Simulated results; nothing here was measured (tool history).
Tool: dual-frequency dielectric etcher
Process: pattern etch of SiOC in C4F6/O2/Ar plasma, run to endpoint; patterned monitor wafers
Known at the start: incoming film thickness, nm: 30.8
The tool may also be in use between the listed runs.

run	hour	bias power (kW)	source power (kW)	endpoint time (s)
1	0.0	0.576	0.240	12.368
2	8.2	0.490	0.240	13.070
3	10.1	0.520	0.250	12.516
4	12.6	0.545	0.250	12.434
5	16.3	0.499	0.250	12.846
6	18.9	0.399	0.250	13.995
7	21.9	0.436	0.250	13.740
8	25.6	0.468	0.250	13.073
9	27.6	0.498	0.250	13.014

The next listed run, before its measurement:
10	30.5	0.529	0.250	?

endpoint time (s): 12.468
